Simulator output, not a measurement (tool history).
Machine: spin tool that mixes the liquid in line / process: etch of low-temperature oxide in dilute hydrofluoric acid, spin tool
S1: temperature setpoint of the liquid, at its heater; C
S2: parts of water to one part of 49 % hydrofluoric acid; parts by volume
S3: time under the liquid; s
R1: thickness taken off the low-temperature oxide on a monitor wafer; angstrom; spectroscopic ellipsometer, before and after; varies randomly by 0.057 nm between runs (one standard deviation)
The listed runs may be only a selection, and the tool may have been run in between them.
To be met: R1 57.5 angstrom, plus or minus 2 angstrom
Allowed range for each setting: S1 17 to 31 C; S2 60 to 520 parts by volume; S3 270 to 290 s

| run | hour | S1 | S2 | S3 | R1 |
|---|---|---|---|---|---|
| 1 | 0 | 23 | 290 | 270 | 78.235 |
| 2 | 5.5 | 22 | 295 | 270 | 73.741 |
| 3 | 13.4 | 21.5 | 300 | 270 | 69.622 |
| 4 | 21.7 | 21 | 300 | 270 | 68.377 |
| 5 | 23.9 | 21 | 300 | 270 | 68.317 |
| 6 | 31.2 | 19.5 | 300 | 270 | 66.045 |
| 7 | 39.8 | 19 | 300 | 270 | 63.706 |
| 8 | 47 | 18.5 | 300 | 270 | 62.686 |

5 candidate next runs follow, results not yet known. Just one meets every target within its allowed miss. Identify it.
| A | 54.2 | 21.5 | 345 | 270 | ? |
| B | 54.2 | 20 | 330 | 290 | ? |
| C | 54.2 | 17.5 | 355 | 290 | ? |
| D | 54.2 | 21 | 365 | 270 | ? |
| E | 54.2 | 22.5 | 300 | 270 | ? |

| move | R1 |
|---|---|
| A | 58.081 |
| B | 62.746 |
| C | 52.213 |
| D | 53.001 |
| E | 72.135 |
A: hits every target within its allowed miss
B: no better and no worse than the last run
C: the result that was furthest off in the last run now lies on the other side of its target
D: the result that was furthest off in the last run now lies on the other side of its target
E: moves away from the targets compared with the last run
Correct choice: A, which meets every target

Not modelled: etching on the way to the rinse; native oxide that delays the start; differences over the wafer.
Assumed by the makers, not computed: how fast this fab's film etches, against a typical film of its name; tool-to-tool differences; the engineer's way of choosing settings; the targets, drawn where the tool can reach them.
